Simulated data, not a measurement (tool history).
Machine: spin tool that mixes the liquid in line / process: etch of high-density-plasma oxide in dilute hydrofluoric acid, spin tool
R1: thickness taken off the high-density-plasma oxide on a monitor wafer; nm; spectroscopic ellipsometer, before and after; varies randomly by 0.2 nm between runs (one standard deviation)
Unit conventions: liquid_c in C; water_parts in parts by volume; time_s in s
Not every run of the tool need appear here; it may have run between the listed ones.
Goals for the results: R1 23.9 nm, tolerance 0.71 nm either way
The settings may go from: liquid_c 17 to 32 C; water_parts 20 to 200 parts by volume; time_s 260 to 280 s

run 1 hour=0 | liquid_c=24 water_parts=110 time_s=260 | R1=13.539
run 2 hour=8.1 | liquid_c=25.5 water_parts=110 time_s=260 | R1=14.598
run 3 hour=14.8 | liquid_c=23 water_parts=110 time_s=260 | R1=13.195
run 4 hour=16.4 | liquid_c=25 water_parts=105 time_s=260 | R1=14.888
run 5 hour=19.1 | liquid_c=23 water_parts=105 time_s=260 | R1=13.874
run 6 hour=26.3 | liquid_c=25 water_parts=100 time_s=260 | R1=15.977
run 7 hour=29.2 | liquid_c=26.5 water_parts=95 time_s=260 | R1=17.895
run 8 hour=30.9 | liquid_c=26.5 water_parts=95 time_s=260 | R1=17.731
run 9 hour=37.2 | liquid_c=27.5 water_parts=95 time_s=260 | R1=18.548
run 10 hour=41.6 | liquid_c=27.5 water_parts=95 time_s=260 | R1=18.645

Consider the 5 candidate settings below. Which is the only one whose results all fall within their allowed miss of target?
run A hour=46 | liquid_c=29.5 water_parts=85 time_s=270 | R1=?
run B hour=46 | liquid_c=27.5 water_parts=75 time_s=280 | R1=?
run C hour=46 | liquid_c=31 water_parts=75 time_s=260 | R1=?
run D hour=46 | liquid_c=25.5 water_parts=80 time_s=280 | R1=?
run E hour=46 | liquid_c=23.5 water_parts=75 time_s=280 | R1=?

move=A R1=23.495
move=B R1=25.922
move=C R1=27.551
move=D R1=22.308
move=E R1=22.102
A: all results in spec
B: takes the result that was furthest off past its target
C: takes the result that was furthest off past its target
D: gains on the last run, yet a result remains outside its allowed miss
E: gains on the last run, yet a result remains outside its allowed miss
The right move is A.
